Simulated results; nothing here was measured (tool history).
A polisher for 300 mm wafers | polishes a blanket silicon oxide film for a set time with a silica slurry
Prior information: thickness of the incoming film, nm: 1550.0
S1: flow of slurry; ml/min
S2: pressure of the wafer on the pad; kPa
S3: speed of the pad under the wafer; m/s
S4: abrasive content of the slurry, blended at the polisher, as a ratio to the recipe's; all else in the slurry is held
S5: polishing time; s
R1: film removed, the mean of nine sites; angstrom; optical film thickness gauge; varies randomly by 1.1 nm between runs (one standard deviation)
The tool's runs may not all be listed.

run 1 hour=0 | S1=150 S2=21.4 S3=1.42 S4=1 S5=57 | R1=1649.3
run 2 hour=8.5 | S1=150 S2=23.4 S3=1.42 S4=1 S5=57 | R1=1803.9
run 3 hour=9.5 | S1=145 S2=22.1 S3=1.42 S4=1 S5=57 | R1=1648.2
run 4 hour=12 | S1=145 S2=22.1 S3=1.42 S4=0.9 S5=57 | R1=1585.3
run 5 hour=19.6 | S1=140 S2=21.4 S3=1.42 S4=0.9 S5=57 | R1=1507.5
run 6 hour=23 | S1=140 S2=21.4 S3=1.42 S4=0.8 S5=57 | R1=1391
run 7 hour=23.8 | S1=140 S2=21.4 S3=1.42 S4=0.8 S5=57 | R1=1392.3

Expected results for the next run?
run 8 hour=28.5 | S1=140 S2=21.4 S3=1.42 S4=0.8 S5=57 | R1=?

{"run 8": {"R1": 1405.6}}
